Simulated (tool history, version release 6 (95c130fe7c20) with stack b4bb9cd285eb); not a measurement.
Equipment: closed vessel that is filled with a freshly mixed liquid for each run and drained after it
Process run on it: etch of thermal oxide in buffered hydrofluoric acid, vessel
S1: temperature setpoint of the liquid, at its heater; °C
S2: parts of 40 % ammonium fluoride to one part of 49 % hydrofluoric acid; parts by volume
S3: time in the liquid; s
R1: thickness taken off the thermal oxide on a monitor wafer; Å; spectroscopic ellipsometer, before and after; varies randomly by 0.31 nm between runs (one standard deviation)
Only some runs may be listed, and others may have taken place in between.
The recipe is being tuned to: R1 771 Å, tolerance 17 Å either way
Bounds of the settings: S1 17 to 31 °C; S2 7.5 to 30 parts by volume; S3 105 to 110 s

Run 1, hour 0: S1 23 °C, S2 20.5 parts by volume, S3 105 s. Result: R1 594.41 Å.
Run 2, hour 6.9: S1 26 °C, S2 20.5 parts by volume, S3 105 s. Result: R1 698.71 Å.
Run 3, hour 11.6: S1 23 °C, S2 20.5 parts by volume, S3 105 s. Result: R1 596.31 Å.
Run 4, hour 16.7: S1 19.5 °C, S2 20.5 parts by volume, S3 105 s. Result: R1 493.24 Å.
Run 5, hour 22.4: S1 21 °C, S2 20.5 parts by volume, S3 105 s. Result: R1 537.05 Å.
Run 6, hour 24.7: S1 24.5 °C, S2 20.5 parts by volume, S3 105 s. Result: R1 644.83 Å.
Run 7, hour 26.5: S1 25 °C, S2 20.5 parts by volume, S3 105 s. Result: R1 663.51 Å.
Run 8, hour 28.5: S1 25.5 °C, S2 20.5 parts by volume, S3 105 s. Result: R1 683.88 Å.
Run 9, hour 33.7: S1 26 °C, S2 20.5 parts by volume, S3 105 s. Result: R1 706.85 Å.
Run 10, hour 37.7: S1 26.5 °C, S2 20.5 parts by volume, S3 105 s. Result: R1 718.81 Å.

Below are 4 possible settings for the next run. Only one of them brings all results inside the allowed miss of their targets. Which is it?
Run A, hour 41.7: S1 26.5 °C, S2 19 parts by volume, S3 105 s. Result: R1 ?.
Run B, hour 41.7: S1 30 °C, S2 26 parts by volume, S3 105 s. Result: R1 ?.
Run C, hour 41.7: S1 25 °C, S2 19 parts by volume, S3 110 s. Result: R1 ?.
Run D, hour 41.7: S1 24 °C, S2 18.5 parts by volume, S3 110 s. Result: R1 ?.

move      R1
   A   769.8
   B  737.32
   C  743.58
   D  722.87
A: all results land within tolerance of their targets
B: closer than the last run, but not yet in spec
C: closer than the last run, but not yet in spec
D: closer than the last run, but not yet in spec
Move A is the one to make.
